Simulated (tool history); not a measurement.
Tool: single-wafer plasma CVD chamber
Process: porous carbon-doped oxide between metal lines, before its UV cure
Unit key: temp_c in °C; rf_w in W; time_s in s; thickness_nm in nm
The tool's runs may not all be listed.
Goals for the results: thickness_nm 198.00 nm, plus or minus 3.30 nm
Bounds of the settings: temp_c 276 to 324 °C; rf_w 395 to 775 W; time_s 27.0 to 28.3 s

run	hour	temp_c	rf_w	time_s	thickness_nm
1	0.0	300	585	28.3	183.18
2	6.7	300	525	28.3	166.92
3	9.8	300	525	28.3	167.72
4	14.6	297	530	28.3	169.77
5	16.3	306	530	28.3	161.01
6	23.8	302	530	28.3	165.40
7	25.9	290	570	28.3	191.71
8	32.5	289	570	28.3	194.31
9	39.0	288	570	28.3	193.96
10	44.8	284	575	28.3	202.39

Next run, 5 choices. One meets every target within its allowed miss, the rest don't. Which?
A	50.6	278	570	28.3	?
B	50.6	284	620	27.0	?
C	50.6	280	590	27.4	?
D	50.6	284	595	28.3	?
E	50.6	300	635	28.3	?

move	thickness_nm
A	207.45
B	204.00
C	204.14
D	206.11
E	195.25
A: further off than the last run
B: further off than the last run
C: further off than the last run
D: further off than the last run
E: in spec on every target
E meets every target.
